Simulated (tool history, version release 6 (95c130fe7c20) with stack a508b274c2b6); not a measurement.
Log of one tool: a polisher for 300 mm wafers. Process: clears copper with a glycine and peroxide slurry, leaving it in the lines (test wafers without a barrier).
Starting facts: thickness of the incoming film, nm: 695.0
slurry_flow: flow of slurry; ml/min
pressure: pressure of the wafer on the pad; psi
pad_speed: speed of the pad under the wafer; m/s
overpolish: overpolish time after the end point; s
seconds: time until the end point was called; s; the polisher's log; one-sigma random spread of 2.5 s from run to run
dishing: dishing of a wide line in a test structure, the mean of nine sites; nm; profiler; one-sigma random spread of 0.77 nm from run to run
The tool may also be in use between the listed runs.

| run | hour | slurry_flow | pressure | pad_speed | overpolish | seconds | dishing |
|---|---|---|---|---|---|---|---|
| 1 | 0.0 | 305 | 2.5 | 1.08 | 20 | 150.75 | 45.566 |
| 2 | 6.3 | 305 | 2.5 | 1.08 | 19 | 149.17 | 44.528 |
| 3 | 7.2 | 305 | 2.5 | 1.08 | 18 | 146.47 | 44.064 |
| 4 | 10.3 | 305 | 2.5 | 0.98 | 18 | 155.12 | 41.157 |
| 5 | 17.4 | 305 | 2.5 | 0.98 | 13 | 157.24 | 32.609 |
| 6 | 22.6 | 305 | 2.5 | 0.98 | 10 | 154.98 | 25.416 |
| 7 | 31.4 | 305 | 2.6 | 0.98 | 10 | 153.37 | 25.931 |

Run 8 has not been measured yet. What should we expect?
| 8 | 35.9 | 305 | 3.2 | 1.02 | 15 | ? | ? |

seconds: 126.21 s
dishing: 42.836 nm
